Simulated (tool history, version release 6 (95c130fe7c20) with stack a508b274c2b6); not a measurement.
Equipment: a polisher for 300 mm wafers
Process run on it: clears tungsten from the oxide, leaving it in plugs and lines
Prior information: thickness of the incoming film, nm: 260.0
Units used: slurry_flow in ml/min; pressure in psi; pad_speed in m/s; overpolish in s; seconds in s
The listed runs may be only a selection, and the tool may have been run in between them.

| run | day | slurry_flow | pressure | pad_speed | slurry_solids | overpolish | seconds |
|---|---|---|---|---|---|---|---|
| 1 | 0.000 | 175 | 2.6 | 1.30 | 1.0 | 11 | 51.383 |
| 2 | 0.325 | 175 | 2.6 | 1.10 | 1.0 | 11 | 60.671 |
| 3 | 0.467 | 175 | 2.9 | 1.20 | 1.0 | 11 | 49.372 |
| 4 | 0.671 | 175 | 2.4 | 1.20 | 1.0 | 11 | 57.700 |
| 5 | 0.988 | 175 | 2.8 | 1.32 | 1.0 | 11 | 46.150 |
| 6 | 1.208 | 175 | 2.8 | 1.32 | 1.0 | 11 | 45.075 |
| 7 | 1.392 | 175 | 3.1 | 1.36 | 1.0 | 11 | 41.499 |

Run 8 has not been measured yet. What should we expect?
| 8 | 1.721 | 175 | 3.3 | 1.42 | 1.0 | 11 | ? |

Run 8 gave seconds 36.704 s.
